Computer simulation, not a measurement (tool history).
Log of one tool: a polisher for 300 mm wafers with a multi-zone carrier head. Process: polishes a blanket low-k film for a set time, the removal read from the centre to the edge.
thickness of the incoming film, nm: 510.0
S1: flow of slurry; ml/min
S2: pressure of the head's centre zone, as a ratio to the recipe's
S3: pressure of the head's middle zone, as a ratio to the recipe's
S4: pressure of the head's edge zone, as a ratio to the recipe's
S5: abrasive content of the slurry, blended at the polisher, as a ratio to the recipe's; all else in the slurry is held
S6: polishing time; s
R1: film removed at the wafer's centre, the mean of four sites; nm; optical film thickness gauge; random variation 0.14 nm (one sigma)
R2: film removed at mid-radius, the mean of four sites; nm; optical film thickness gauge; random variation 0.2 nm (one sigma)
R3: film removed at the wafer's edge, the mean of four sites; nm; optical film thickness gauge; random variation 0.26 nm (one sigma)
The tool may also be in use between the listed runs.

run 1 day=0 | S1=305 S2=1 S3=1 S4=1 S5=1 S6=86 | R1=25.722 R2=25.592 R3=26.281
run 2 day=0.229 | S1=305 S2=1 S3=1 S4=0.93 S5=1 S6=86 | R1=25.863 R2=25.479 R3=25.422
run 3 day=0.492 | S1=305 S2=1 S3=1 S4=0.93 S5=1.15 S6=86 | R1=27.9 R2=26.936 R3=27.033
run 4 day=0.838 | S1=305 S2=1 S3=0.93 S4=0.93 S5=1.15 S6=86 | R1=27.815 R2=25.394 R3=26.363
run 5 day=0.896 | S1=305 S2=1 S3=0.9 S4=0.93 S5=1.15 S6=86 | R1=27.271 R2=25.353 R3=26.809
run 6 day=0.988 | S1=310 S2=0.97 S3=0.95 S4=0.91 S5=1 S6=84 | R1=24.889 R2=23.968 R3=24.211
run 7 day=1.225 | S1=300 S2=0.94 S3=0.99 S4=0.9 S5=0.9 S6=83 | R1=23.144 R2=23.553 R3=22.773
run 8 day=1.346 | S1=295 S2=0.91 S3=1.02 S4=0.9 S5=0.8 S6=82 | R1=20.887 R2=22.5 R3=20.854
run 9 day=1.604 | S1=290 S2=0.89 S3=1.03 S4=0.9 S5=0.75 S6=82 | R1=19.641 R2=22.07 R3=21.06
run 10 day=1.821 | S1=295 S2=0.88 S3=1.05 S4=0.88 S5=0.7 S6=82 | R1=18.544 R2=21.847 R3=20.405
run 11 day=2.029 | S1=280 S2=0.89 S3=1.07 S4=0.87 S5=0.7 S6=82 | R1=19.093 R2=21.752 R3=20.203
run 12 day=2.383 | S1=280 S2=0.89 S3=1.07 S4=0.87 S5=0.7 S6=82 | R1=19.217 R2=21.619 R3=19.791
run 13 day=2.633 | S1=280 S2=0.88 S3=1.09 S4=0.86 S5=0.7 S6=82 | R1=18.697 R2=22.092 R3=19.268

Forecast run 14:
run 14 day=2.983 | S1=275 S2=0.87 S3=1.09 S4=0.85 S5=0.7 S6=82 | R1=? R2=? R3=?

R1: 18.564 nm
R2: 22.378 nm
R3: 19.257 nm
